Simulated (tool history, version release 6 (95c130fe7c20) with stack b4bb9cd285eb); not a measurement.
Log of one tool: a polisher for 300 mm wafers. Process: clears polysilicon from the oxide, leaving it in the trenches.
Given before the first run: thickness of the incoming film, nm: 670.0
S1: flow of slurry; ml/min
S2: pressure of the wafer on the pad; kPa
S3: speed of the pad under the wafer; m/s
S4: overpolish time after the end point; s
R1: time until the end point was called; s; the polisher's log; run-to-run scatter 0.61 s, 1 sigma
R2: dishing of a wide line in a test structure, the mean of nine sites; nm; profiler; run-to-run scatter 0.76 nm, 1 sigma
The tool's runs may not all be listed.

| run | hour | S1 | S2 | S3 | S4 | R1 | R2 |
|---|---|---|---|---|---|---|---|
| 1 | 0.0 | 185 | 20.7 | 0.92 | 15 | 52.371 | 56.845 |
| 2 | 7.9 | 185 | 21.4 | 0.92 | 15 | 49.466 | 57.646 |
| 3 | 9.3 | 185 | 21.4 | 0.72 | 15 | 64.198 | 54.323 |
| 4 | 13.9 | 225 | 21.4 | 0.72 | 15 | 61.827 | 53.559 |
| 5 | 19.6 | 225 | 21.4 | 0.82 | 15 | 54.661 | 56.742 |
| 6 | 20.8 | 225 | 21.4 | 0.62 | 15 | 71.250 | 53.541 |
| 7 | 27.2 | 230 | 26.9 | 0.70 | 14 | 54.234 | 56.576 |

For run 8, what comes out?
| 8 | 35.7 | 230 | 27.6 | 0.72 | 13 | ? | ? |

{"run 8": {"R1": 52.053, "R2": 54.983}}

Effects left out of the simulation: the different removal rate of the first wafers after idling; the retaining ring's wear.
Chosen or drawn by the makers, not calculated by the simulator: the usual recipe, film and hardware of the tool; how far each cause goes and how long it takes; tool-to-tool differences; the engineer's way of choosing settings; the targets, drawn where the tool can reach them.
